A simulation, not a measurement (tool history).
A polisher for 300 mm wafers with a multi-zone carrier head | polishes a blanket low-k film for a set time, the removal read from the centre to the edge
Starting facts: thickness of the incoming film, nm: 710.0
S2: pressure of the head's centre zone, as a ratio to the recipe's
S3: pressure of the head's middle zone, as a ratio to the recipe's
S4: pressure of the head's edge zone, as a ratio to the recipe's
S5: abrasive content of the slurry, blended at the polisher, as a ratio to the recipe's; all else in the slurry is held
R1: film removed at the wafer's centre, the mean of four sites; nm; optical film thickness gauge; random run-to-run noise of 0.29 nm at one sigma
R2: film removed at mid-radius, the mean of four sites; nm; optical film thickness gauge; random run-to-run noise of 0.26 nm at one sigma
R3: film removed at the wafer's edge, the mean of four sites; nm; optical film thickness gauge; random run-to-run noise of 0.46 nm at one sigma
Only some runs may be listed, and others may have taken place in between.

run 1 hour=0 | flow_of_slurry_(ml/min)=285 S2=1 S3=1 S4=1 S5=1 polishing_time_(s)=88 | R1=47.23 R2=47.22 R3=47.436
run 2 hour=6.6 | flow_of_slurry_(ml/min)=285 S2=1 S3=1.08 S4=1 S5=1 polishing_time_(s)=88 | R1=46.975 R2=50.048 R3=47.66
run 3 hour=13.3 | flow_of_slurry_(ml/min)=285 S2=1 S3=1.08 S4=1.04 S5=1 polishing_time_(s)=88 | R1=46.551 R2=50.665 R3=48.649
run 4 hour=18.7 | flow_of_slurry_(ml/min)=315 S2=1 S3=1.08 S4=1.04 S5=1 polishing_time_(s)=88 | R1=47.324 R2=51.039 R3=49.031
run 5 hour=20.7 | flow_of_slurry_(ml/min)=315 S2=0.93 S3=1.08 S4=1.04 S5=1 polishing_time_(s)=88 | R1=43.474 R2=50.921 R3=48.388
run 6 hour=23.4 | flow_of_slurry_(ml/min)=290 S2=0.95 S3=1.02 S4=1.04 S5=1 polishing_time_(s)=88 | R1=44.482 R2=48.655 R3=47.947
run 7 hour=25.4 | flow_of_slurry_(ml/min)=275 S2=0.96 S3=0.96 S4=1.05 S5=1 polishing_time_(s)=88 | R1=44.752 R2=45.857 R3=48.46
run 8 hour=26.6 | flow_of_slurry_(ml/min)=260 S2=0.97 S3=0.94 S4=1.04 S5=1 polishing_time_(s)=88 | R1=45.149 R2=44.623 R3=48.859
run 9 hour=28.3 | flow_of_slurry_(ml/min)=250 S2=0.97 S3=0.93 S4=1.02 S5=1 polishing_time_(s)=88 | R1=45.145 R2=44.093 R3=47.398

Run 10 comes next. What will it give?
run 10 hour=36.6 | flow_of_slurry_(ml/min)=240 S2=0.97 S3=0.92 S4=1.02 S5=1 polishing_time_(s)=88 | R1=? R2=? R3=?

R1: 44.286 nm
R2: 43.962 nm
R3: 47.145 nm
